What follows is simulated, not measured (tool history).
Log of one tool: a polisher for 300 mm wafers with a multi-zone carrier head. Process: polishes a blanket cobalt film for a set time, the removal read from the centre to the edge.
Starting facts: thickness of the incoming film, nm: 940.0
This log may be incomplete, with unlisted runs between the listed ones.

run	day	flow of slurry (ml/min)	pressure of the head's centre zone	pressure of the head's middle zone	pressure of the head's edge zone	polishing time (s)	film removed at the wafer's centre (nm)	film removed at mid-radius (nm)	film removed at the wafer's edge (nm)
1	0	225	1	1	1	42	299.51	302.98	314.59
2	0.212	235	1.02	0.99	1.04	45	326.95	317.37	347.81
3	0.438	245	1.05	1	1.07	47	352.38	343.5	368.58
4	0.579	250	1.07	0.99	1.09	49	368.58	344.73	389.08
5	0.721	250	1.15	0.99	1.09	49	402.46	352.18	389.23
6	1.079	255	1.16	0.99	1.11	50	418.4	361.29	405.15

What does the tool deliver on the next run?
7	1.421	260	1.16	0.99	1.13	51	?	?	?

For run 7 the tool returned film removed at the wafer's centre (nm) 425.38, film removed at mid-radius (nm) 366.73, film removed at the wafer's edge (nm) 409.41.

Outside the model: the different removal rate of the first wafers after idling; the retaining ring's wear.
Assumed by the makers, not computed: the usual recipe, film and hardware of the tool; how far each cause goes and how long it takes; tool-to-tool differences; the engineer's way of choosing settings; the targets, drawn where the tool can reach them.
